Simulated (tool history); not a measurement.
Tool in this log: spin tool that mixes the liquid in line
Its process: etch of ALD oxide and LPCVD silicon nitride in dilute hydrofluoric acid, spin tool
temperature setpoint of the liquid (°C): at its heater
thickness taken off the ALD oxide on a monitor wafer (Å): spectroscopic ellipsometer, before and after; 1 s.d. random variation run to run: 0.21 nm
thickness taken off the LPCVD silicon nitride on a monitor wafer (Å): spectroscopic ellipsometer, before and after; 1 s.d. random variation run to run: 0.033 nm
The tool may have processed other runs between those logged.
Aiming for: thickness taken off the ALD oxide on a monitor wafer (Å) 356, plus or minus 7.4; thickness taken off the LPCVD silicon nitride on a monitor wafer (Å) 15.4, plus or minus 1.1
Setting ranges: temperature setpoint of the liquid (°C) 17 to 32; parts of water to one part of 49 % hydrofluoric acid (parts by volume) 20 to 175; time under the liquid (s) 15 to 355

run	day	temperature setpoint of the liquid (°C)	parts of water to one part of 49 % hydrofluoric acid (parts by volume)	time under the liquid (s)	thickness taken off the ALD oxide on a monitor wafer (Å)	thickness taken off the LPCVD silicon nitride on a monitor wafer (Å)
1	0	24	95	180	230.41	10.517
2	0.083	24.5	85	180	266.81	12.237
3	0.4	24.5	60	180	389.28	17.63
4	0.771	24	60	180	382.42	17.134
5	0.979	23.5	60	180	375.62	16.141
6	1.267	23.5	65	180	340.53	15.019
7	1.475	23.5	60	180	374.84	16.268
8	1.738	23	65	180	337.41	14.687

4 next moves are on the table. One of them brings every result within its allowed miss. Which?
A	2	23	70	205	?	?
B	2	24	60	160	?	?
C	2	26.5	75	205	?	?
D	2	26.5	80	220	?	?

move	thickness taken off the ALD oxide on a monitor wafer (Å)	thickness taken off the LPCVD silicon nitride on a monitor wafer (Å)
A	351.91	15.847
B	338.11	15.39
C	375.59	18.674
D	375.34	18.799
A: every result lands within tolerance
B: about as far from the targets as the last run
C: takes the biggest miss from the last run beyond its target
D: takes the biggest miss from the last run beyond its target
Answer: A

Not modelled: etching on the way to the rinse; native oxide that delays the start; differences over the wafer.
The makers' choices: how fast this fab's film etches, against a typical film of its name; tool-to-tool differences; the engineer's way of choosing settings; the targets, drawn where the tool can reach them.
